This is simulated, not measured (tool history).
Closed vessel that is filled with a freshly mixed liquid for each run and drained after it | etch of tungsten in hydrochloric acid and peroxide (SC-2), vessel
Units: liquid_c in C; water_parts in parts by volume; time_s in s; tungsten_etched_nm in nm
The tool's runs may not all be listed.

run	hour	liquid_c	water_parts	time_s	tungsten_etched_nm
1	0	53	9	55	14.978
2	9.2	54.5	9	55	16.533
3	12.7	54.5	7.5	55	19.108
4	17.2	54.5	7.5	45	15.72
5	21.7	56	7.5	45	17.173
6	25.3	57.5	7.5	45	18.971
7	28.1	58.5	7.5	45	20.278
8	36.8	59	7.5	45	20.971
9	39.4	59.5	7.5	45	21.93
10	44.9	60	7.5	45	22.352

Forecast run 11:
11	47.7	60.5	7.5	45	?

Run 11 gave tungsten_etched_nm 23.226 nm.
